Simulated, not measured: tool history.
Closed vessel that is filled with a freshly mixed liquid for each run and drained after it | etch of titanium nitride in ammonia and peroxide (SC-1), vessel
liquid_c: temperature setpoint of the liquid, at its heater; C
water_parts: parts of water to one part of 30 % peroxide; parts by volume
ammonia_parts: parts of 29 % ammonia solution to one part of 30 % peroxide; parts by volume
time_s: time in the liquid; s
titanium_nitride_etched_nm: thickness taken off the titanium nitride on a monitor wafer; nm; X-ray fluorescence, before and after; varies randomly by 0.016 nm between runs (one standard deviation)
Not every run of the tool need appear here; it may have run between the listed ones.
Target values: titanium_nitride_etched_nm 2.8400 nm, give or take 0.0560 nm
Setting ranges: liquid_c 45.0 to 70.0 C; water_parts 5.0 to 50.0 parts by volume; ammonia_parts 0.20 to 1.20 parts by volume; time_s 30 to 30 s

Run 1, hour 0.0: liquid_c 61.0 C, water_parts 27.5 parts by volume, ammonia_parts 0.70 parts by volume, time_s 30 s. Result: titanium_nitride_etched_nm 4.1069 nm.
Run 2, hour 2.0: liquid_c 61.0 C, water_parts 27.5 parts by volume, ammonia_parts 0.70 parts by volume, time_s 30 s. Result: titanium_nitride_etched_nm 4.0977 nm.
Run 3, hour 3.7: liquid_c 61.0 C, water_parts 20.0 parts by volume, ammonia_parts 0.70 parts by volume, time_s 30 s. Result: titanium_nitride_etched_nm 4.8849 nm.
Run 4, hour 9.3: liquid_c 61.0 C, water_parts 25.5 parts by volume, ammonia_parts 0.70 parts by volume, time_s 30 s. Result: titanium_nitride_etched_nm 4.2485 nm.
At hour 10.9: new drum of ammonia solution connected.
Run 5, hour 10.9: liquid_c 61.0 C, water_parts 25.5 parts by volume, ammonia_parts 0.50 parts by volume, time_s 30 s. Result: titanium_nitride_etched_nm 4.1028 nm.
Run 6, hour 13.4: liquid_c 60.0 C, water_parts 25.5 parts by volume, ammonia_parts 0.50 parts by volume, time_s 30 s. Result: titanium_nitride_etched_nm 3.8240 nm.
Run 7, hour 21.2: liquid_c 59.5 C, water_parts 25.5 parts by volume, ammonia_parts 0.50 parts by volume, time_s 30 s. Result: titanium_nitride_etched_nm 3.7221 nm.
Run 8, hour 25.5: liquid_c 54.5 C, water_parts 25.5 parts by volume, ammonia_parts 0.50 parts by volume, time_s 30 s. Result: titanium_nitride_etched_nm 2.6539 nm.
Run 9, hour 31.4: liquid_c 55.0 C, water_parts 25.5 parts by volume, ammonia_parts 0.50 parts by volume, time_s 30 s. Result: titanium_nitride_etched_nm 2.7380 nm.
Run 10, hour 39.2: liquid_c 55.0 C, water_parts 25.5 parts by volume, ammonia_parts 0.50 parts by volume, time_s 30 s. Result: titanium_nitride_etched_nm 2.7079 nm.

Of the 5 settings listed for the next run, only one would bring every result within its allowed miss of target. Which one?
Run A, hour 47.0: liquid_c 57.0 C, water_parts 34.0 parts by volume, ammonia_parts 0.35 parts by volume, time_s 30 s. Result: titanium_nitride_etched_nm ?.
Run B, hour 47.0: liquid_c 52.5 C, water_parts 19.0 parts by volume, ammonia_parts 0.45 parts by volume, time_s 30 s. Result: titanium_nitride_etched_nm ?.
Run C, hour 47.0: liquid_c 56.5 C, water_parts 24.0 parts by volume, ammonia_parts 0.20 parts by volume, time_s 30 s. Result: titanium_nitride_etched_nm ?.
Run D, hour 47.0: liquid_c 59.5 C, water_parts 32.0 parts by volume, ammonia_parts 0.25 parts by volume, time_s 30 s. Result: titanium_nitride_etched_nm ?.
Run E, hour 47.0: liquid_c 59.0 C, water_parts 36.5 parts by volume, ammonia_parts 0.25 parts by volume, time_s 30 s. Result: titanium_nitride_etched_nm ?.

move  titanium_nitride_etched_nm
   A                      2.4670
   B                      2.6567
   C                      2.6135
   D                      2.8237
   E                      2.5319
A: lands further from the targets than the last run did
B: lands further from the targets than the last run did
C: lands further from the targets than the last run did
D: in spec on every target
E: lands further from the targets than the last run did
The move that meets every target is D.
